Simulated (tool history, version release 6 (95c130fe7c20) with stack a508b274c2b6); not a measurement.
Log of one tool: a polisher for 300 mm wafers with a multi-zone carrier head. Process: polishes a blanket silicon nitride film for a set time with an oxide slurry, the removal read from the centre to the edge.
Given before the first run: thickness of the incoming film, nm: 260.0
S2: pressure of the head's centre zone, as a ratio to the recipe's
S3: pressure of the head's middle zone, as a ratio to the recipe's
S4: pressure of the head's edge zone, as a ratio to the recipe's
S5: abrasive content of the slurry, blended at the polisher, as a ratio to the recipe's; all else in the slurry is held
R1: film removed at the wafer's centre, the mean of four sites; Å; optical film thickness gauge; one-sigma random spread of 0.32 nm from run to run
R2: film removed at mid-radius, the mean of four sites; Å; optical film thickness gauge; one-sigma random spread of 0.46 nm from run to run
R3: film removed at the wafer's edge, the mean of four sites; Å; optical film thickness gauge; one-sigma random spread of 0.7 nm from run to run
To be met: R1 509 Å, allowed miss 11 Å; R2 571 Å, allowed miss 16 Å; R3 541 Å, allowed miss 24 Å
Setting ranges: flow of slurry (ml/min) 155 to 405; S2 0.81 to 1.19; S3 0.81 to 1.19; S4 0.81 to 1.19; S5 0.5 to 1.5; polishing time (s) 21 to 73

{"run": 1, "hour": 0.0, "flow of slurry (ml/min)": 260, "S2": 1, "S3": 1, "S4": 1, "S5": 1, "polishing time (s)": 47, "R1": 335.19, "R2": 348.17, "R3": 338.92}
{"run": 2, "hour": 7.4, "flow of slurry (ml/min)": 265, "S2": 1.01, "S3": 1.02, "S4": 1.03, "S5": 1.1, "polishing time (s)": 48, "R1": 359.1, "R2": 371.07, "R3": 366.31}
{"run": 3, "hour": 14.8, "flow of slurry (ml/min)": 270, "S2": 1.01, "S3": 1.05, "S4": 1.04, "S5": 1.15, "polishing time (s)": 49, "R1": 375.16, "R2": 394.56, "R3": 379.44}
{"run": 4, "hour": 23.5, "flow of slurry (ml/min)": 270, "S2": 1.01, "S3": 1.07, "S4": 1.06, "S5": 1.2, "polishing time (s)": 51, "R1": 400.4, "R2": 424.68, "R3": 410.46}
{"run": 5, "hour": 31.3, "flow of slurry (ml/min)": 270, "S2": 1.01, "S3": 1.07, "S4": 1.13, "S5": 1.2, "polishing time (s)": 51, "R1": 398.16, "R2": 423.79, "R3": 420.16}
{"run": 6, "hour": 33.0, "flow of slurry (ml/min)": 310, "S2": 1.01, "S3": 1.07, "S4": 1.13, "S5": 1.2, "polishing time (s)": 51, "R1": 406.34, "R2": 429.34, "R3": 431.2}
{"run": 7, "hour": 35.5, "flow of slurry (ml/min)": 355, "S2": 1.04, "S3": 1.17, "S4": 1.19, "S5": 1.45, "polishing time (s)": 53, "R1": 471.5, "R2": 528.88, "R3": 492.63}
{"run": 8, "hour": 38.8, "flow of slurry (ml/min)": 355, "S2": 1.04, "S3": 1.17, "S4": 1.19, "S5": 1.45, "polishing time (s)": 54, "R1": 475.98, "R2": 539.36, "R3": 512.35}
{"run": 9, "hour": 46.5, "flow of slurry (ml/min)": 360, "S2": 1.05, "S3": 1.17, "S4": 1.19, "S5": 1.5, "polishing time (s)": 55, "R1": 500.27, "R2": 554.16, "R3": 525.78}

4 candidate next runs follow, results not yet known. Just one meets every target within its allowed miss. Identify it.
{"run": "A", "hour": 54.2, "flow of slurry (ml/min)": 400, "S2": 1.04, "S3": 1.1, "S4": 1.19, "S5": 1.5, "polishing time (s)": 55, "R1": "?", "R2": "?", "R3": "?"}
{"run": "B", "hour": 54.2, "flow of slurry (ml/min)": 340, "S2": 1.07, "S3": 1.17, "S4": 1.18, "S5": 1.5, "polishing time (s)": 54, "R1": "?", "R2": "?", "R3": "?"}
{"run": "C", "hour": 54.2, "flow of slurry (ml/min)": 375, "S2": 1, "S3": 1.03, "S4": 1.17, "S5": 1.4, "polishing time (s)": 60, "R1": "?", "R2": "?", "R3": "?"}
{"run": "D", "hour": 54.2, "flow of slurry (ml/min)": 335, "S2": 1.02, "S3": 1.13, "S4": 1.19, "S5": 1.5, "polishing time (s)": 58, "R1": "?", "R2": "?", "R3": "?"}

move=A R1=501.73 R2=532.17 R3=531.21
move=B R1=498.42 R2=543.6 R3=513.43
move=C R1=512.47 R2=533.29 R3=559.07
move=D R1=511.56 R2=565.99 R3=553.63
A: misses by more than the last run did
B: misses by more than the last run did
C: misses by more than the last run did
D: all results in spec
The right move is D.
